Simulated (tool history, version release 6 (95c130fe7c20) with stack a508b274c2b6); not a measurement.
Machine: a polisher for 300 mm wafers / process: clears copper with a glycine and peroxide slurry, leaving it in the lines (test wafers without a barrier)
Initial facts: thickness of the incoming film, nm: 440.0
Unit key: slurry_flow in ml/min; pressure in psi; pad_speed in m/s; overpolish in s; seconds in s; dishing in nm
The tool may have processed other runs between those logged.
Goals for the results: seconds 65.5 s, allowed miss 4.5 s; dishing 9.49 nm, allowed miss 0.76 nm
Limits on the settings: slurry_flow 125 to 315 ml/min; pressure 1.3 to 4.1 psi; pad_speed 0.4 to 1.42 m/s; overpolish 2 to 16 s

| run | hour | slurry_flow | pressure | pad_speed | overpolish | seconds | dishing |
|---|---|---|---|---|---|---|---|
| 1 | 0 | 205 | 2.7 | 0.9 | 8 | 86.464 | 24.457 |
| 2 | 6.5 | 205 | 3.1 | 0.9 | 8 | 79.37 | 26.937 |
| 3 | 10.8 | 205 | 3.6 | 0.9 | 8 | 69.9 | 29.673 |
| 4 | 12.1 | 160 | 3.6 | 0.9 | 8 | 75.421 | 28.666 |
| 5 | 18.5 | 190 | 3.6 | 0.9 | 8 | 70.531 | 30.734 |
| 6 | 23.5 | 220 | 3.1 | 0.98 | 7 | 73.102 | 25.747 |
| 7 | 25.1 | 240 | 2.7 | 1.04 | 6 | 78.47 | 22.72 |
| 8 | 32.1 | 215 | 3 | 0.94 | 5 | 76.273 | 18.76 |
| 9 | 35.2 | 230 | 3.2 | 0.82 | 4 | 80.379 | 14.865 |
| 10 | 43.6 | 250 | 3.4 | 0.76 | 4 | 79.598 | 13.825 |
| 11 | 46 | 265 | 3.6 | 0.74 | 4 | 80.629 | 14.893 |
| 12 | 52.9 | 235 | 3.7 | 0.72 | 4 | 81.387 | 15.069 |
| 13 | 61.1 | 255 | 3.6 | 0.74 | 4 | 79.558 | 15.034 |
| 14 | 67 | 270 | 3.7 | 0.72 | 4 | 79.687 | 14.955 |
| 15 | 70.3 | 280 | 3.8 | 0.7 | 4 | 79.253 | 14.498 |
| 16 | 74.6 | 290 | 3.9 | 0.7 | 4 | 79.139 | 15.388 |
| 17 | 81.1 | 255 | 3.8 | 0.72 | 4 | 79.777 | 15.213 |
| 18 | 87.4 | 270 | 3.5 | 0.78 | 4 | 79.397 | 15.288 |
| 19 | 94.4 | 240 | 3.6 | 0.74 | 4 | 80.205 | 14.991 |
| 20 | 103 | 255 | 3.7 | 0.72 | 4 | 80.914 | 15.45 |
| 21 | 110.1 | 270 | 3.2 | 0.86 | 4 | 79.253 | 15.539 |
| 22 | 118 | 245 | 3.4 | 0.8 | 4 | 77.588 | 15.065 |
| 23 | 122.8 | 220 | 3.4 | 0.78 | 4 | 82.81 | 15.088 |
| 24 | 125.2 | 240 | 3.6 | 0.74 | 4 | 81.299 | 15.086 |
| 25 | 126.5 | 255 | 3.6 | 0.74 | 4 | 80.18 | 15.237 |
| 26 | 129.8 | 270 | 3.7 | 0.72 | 4 | 79.111 | 14.445 |
| 27 | 131.4 | 280 | 3.8 | 0.7 | 4 | 80.116 | 15.383 |

4 candidate next runs follow, results not yet known. Just one meets every target within its allowed miss. Identify it.
| A | 133 | 275 | 4 | 0.86 | 9 | ? | ? |
| B | 133 | 225 | 4.1 | 0.78 | 5 | ? | ? |
| C | 133 | 315 | 3.4 | 1 | 2 | ? | ? |
| D | 133 | 235 | 3.5 | 0.64 | 11 | ? | ? |

| move | seconds | dishing |
|---|---|---|
| A | 68.489 | 36.282 |
| B | 74.021 | 21.147 |
| C | 67.627 | 9.9602 |
| D | 95.087 | 33.066 |
A: moves away from the targets compared with the last run
B: moves away from the targets compared with the last run
C: hits every target within its allowed miss
D: moves away from the targets compared with the last run
Answer: C
